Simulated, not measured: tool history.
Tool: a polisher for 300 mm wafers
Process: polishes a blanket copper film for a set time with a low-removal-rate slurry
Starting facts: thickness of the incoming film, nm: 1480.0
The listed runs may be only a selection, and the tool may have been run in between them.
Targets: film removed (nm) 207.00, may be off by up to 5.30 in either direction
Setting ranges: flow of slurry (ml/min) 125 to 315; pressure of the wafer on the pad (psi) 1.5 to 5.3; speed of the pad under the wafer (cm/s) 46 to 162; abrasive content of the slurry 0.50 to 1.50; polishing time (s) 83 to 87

run  hour  flow of slurry (ml/min)  pressure of the wafer on the pad (psi)  speed of the pad under the wafer (cm/s)  abrasive content of the slurry  polishing time (s)  film removed (nm)
  1   0.0                      205                                     3.4                                      104                            1.00                  83             300.47
  2   6.5                      205                                     3.4                                       84                            1.00                  83             256.53
  3  15.0                      200                                     3.2                                       84                            1.00                  83             240.89
  4  23.2                      240                                     3.2                                       84                            1.00                  83             243.57
  5  30.5                      240                                     3.0                                       84                            1.00                  83             233.37
  6  38.0                      220                                     3.0                                       84                            1.00                  83             230.11
  7  41.8                      220                                     2.9                                       84                            1.00                  83             221.24
  8  46.6                      215                                     2.8                                       84                            1.00                  83             212.87
  9  51.3                      210                                     2.8                                       84                            1.00                  83             210.66
 10  56.7                      210                                     2.8                                       84                            1.00                  83             211.66

Below are 5 possible settings for the next run. Only one of them brings all results inside the allowed miss of their targets. Which is it?
  A  62.1                      190                                     3.0                                       80                            0.95                  85                  ?
  B  62.1                      245                                     2.8                                       84                            1.05                  83                  ?
  C  62.1                      245                                     2.9                                       80                            1.10                  83                  ?
  D  62.1                      195                                     3.0                                       74                            1.05                  87                  ?
  E  62.1                      220                                     3.2                                       66                            0.85                  87                  ?

move  film removed (nm)
   A             215.32
   B             215.89
   C             217.94
   D             214.30
   E             203.82
A: further off than the last run
B: further off than the last run
C: further off than the last run
D: further off than the last run
E: in spec on every target
E is the move that brings every result within its allowed miss.

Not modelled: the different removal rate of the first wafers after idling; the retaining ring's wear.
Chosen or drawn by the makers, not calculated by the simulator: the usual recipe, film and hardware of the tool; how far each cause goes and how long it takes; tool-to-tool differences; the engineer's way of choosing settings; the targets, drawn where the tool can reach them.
